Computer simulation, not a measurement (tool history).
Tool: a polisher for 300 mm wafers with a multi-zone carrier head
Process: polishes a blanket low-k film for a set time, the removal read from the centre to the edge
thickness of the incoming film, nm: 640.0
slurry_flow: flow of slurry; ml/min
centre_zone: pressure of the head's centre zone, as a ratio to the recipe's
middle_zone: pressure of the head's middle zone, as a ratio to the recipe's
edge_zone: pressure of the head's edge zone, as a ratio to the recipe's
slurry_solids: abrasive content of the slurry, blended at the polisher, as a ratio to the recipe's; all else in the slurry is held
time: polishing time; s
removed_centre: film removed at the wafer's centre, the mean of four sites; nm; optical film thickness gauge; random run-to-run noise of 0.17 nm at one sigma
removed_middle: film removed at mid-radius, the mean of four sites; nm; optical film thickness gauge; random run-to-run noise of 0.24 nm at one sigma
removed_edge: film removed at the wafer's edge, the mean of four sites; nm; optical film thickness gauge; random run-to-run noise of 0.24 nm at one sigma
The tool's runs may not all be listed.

run  hour  slurry_flow  centre_zone  middle_zone  edge_zone  slurry_solids  time  removed_centre  removed_middle  removed_edge
  1     0          125            1            1          1              1    39           11.84          11.642        11.762
  2   2.7          125            1         0.93          1              1    39          11.781           11.49        12.117
  3   9.3          125            1         0.96          1              1    39          11.691          11.427        11.996
  4  14.7          130            1         0.98          1            1.1    40          12.476          12.452        12.955
  5    16          145            1         0.98          1            1.1    40          12.824          12.922        13.067
  6  23.7          145            1         0.93          1            1.1    40          13.142          12.097        13.374

Predict the results of run 7:
  7  31.8          150         1.02         0.96          1           1.15    41               ?               ?             ?

{"run 7": {"removed_centre": 13.901, "removed_middle": 13.161, "removed_edge": 13.876}}
